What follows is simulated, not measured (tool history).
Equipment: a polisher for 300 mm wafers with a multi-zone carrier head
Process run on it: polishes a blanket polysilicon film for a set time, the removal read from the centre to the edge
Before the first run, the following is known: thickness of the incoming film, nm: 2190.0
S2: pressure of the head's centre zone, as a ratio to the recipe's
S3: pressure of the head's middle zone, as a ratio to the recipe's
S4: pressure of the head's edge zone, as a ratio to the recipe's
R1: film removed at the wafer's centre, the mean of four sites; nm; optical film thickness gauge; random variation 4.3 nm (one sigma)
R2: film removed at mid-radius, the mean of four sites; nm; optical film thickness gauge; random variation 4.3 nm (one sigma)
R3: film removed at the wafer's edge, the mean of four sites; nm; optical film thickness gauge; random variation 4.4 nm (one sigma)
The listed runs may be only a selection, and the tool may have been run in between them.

{"run": 1, "hour": 0.0, "flow of slurry (ml/min)": 255, "S2": 1, "S3": 1, "S4": 1, "polishing time (s)": 31, "R1": 368.34, "R2": 374.26, "R3": 389.76}
{"run": 2, "hour": 5.2, "flow of slurry (ml/min)": 255, "S2": 1.02, "S3": 0.98, "S4": 0.97, "polishing time (s)": 29, "R1": 357.2, "R2": 342.33, "R3": 360.42}
{"run": 3, "hour": 6.5, "flow of slurry (ml/min)": 255, "S2": 1.02, "S3": 0.91, "S4": 0.97, "polishing time (s)": 29, "R1": 359.42, "R2": 324.38, "R3": 359.52}
{"run": 4, "hour": 10.7, "flow of slurry (ml/min)": 255, "S2": 1.03, "S3": 0.91, "S4": 0.94, "polishing time (s)": 28, "R1": 359.62, "R2": 317.94, "R3": 338.39}
{"run": 5, "hour": 17.6, "flow of slurry (ml/min)": 255, "S2": 1.03, "S3": 0.91, "S4": 0.9, "polishing time (s)": 28, "R1": 352.2, "R2": 307.98, "R3": 332.18}
{"run": 6, "hour": 20.8, "flow of slurry (ml/min)": 255, "S2": 1.03, "S3": 0.91, "S4": 0.88, "polishing time (s)": 28, "R1": 342.21, "R2": 309.59, "R3": 339.12}

Forecast run 7:
{"run": 7, "hour": 25.7, "flow of slurry (ml/min)": 255, "S2": 1.04, "S3": 0.92, "S4": 0.88, "polishing time (s)": 27, "R1": "?", "R2": "?", "R3": "?"}

R1: 344.26 nm
R2: 313.9 nm
R3: 322.66 nm
